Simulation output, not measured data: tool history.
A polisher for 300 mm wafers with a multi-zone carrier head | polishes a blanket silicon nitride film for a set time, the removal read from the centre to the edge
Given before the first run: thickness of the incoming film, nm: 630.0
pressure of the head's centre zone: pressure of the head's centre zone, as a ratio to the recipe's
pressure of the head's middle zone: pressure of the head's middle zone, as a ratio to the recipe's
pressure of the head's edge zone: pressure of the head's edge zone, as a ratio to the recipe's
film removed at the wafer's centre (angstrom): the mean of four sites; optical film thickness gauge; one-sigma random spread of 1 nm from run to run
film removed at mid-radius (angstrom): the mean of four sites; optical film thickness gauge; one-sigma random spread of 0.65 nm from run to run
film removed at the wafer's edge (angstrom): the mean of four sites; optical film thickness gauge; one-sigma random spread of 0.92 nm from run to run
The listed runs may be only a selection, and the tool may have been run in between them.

run	hour	flow of slurry (ml/min)	pressure of the head's centre zone	pressure of the head's middle zone	pressure of the head's edge zone	polishing time (s)	film removed at the wafer's centre (angstrom)	film removed at mid-radius (angstrom)	film removed at the wafer's edge (angstrom)
1	0.0	155	1.00	1.00	1.00	68	1126.10	1082.20	1099.10
2	4.1	155	0.95	1.00	1.00	68	1049.10	1100.90	1068.60
3	12.8	155	0.95	1.00	0.97	68	1045.80	1103.10	1051.70
4	20.0	150	0.95	0.97	0.94	61	921.98	961.54	929.85
5	21.3	150	0.95	0.97	0.94	50	768.03	793.31	790.12
6	22.7	110	0.95	0.97	0.94	50	757.04	750.70	755.90
7	29.7	105	0.95	0.97	0.91	49	710.88	720.30	717.54
8	34.7	105	0.96	0.97	0.89	49	724.39	730.82	718.07
9	37.8	105	0.96	0.97	0.87	48	694.75	718.83	689.44

Predict the results of run 10:
10	45.4	105	0.97	0.96	0.86	48	?	?	?

film removed at the wafer's centre (angstrom): 713.99
film removed at mid-radius (angstrom): 705.86
film removed at the wafer's edge (angstrom): 694.51

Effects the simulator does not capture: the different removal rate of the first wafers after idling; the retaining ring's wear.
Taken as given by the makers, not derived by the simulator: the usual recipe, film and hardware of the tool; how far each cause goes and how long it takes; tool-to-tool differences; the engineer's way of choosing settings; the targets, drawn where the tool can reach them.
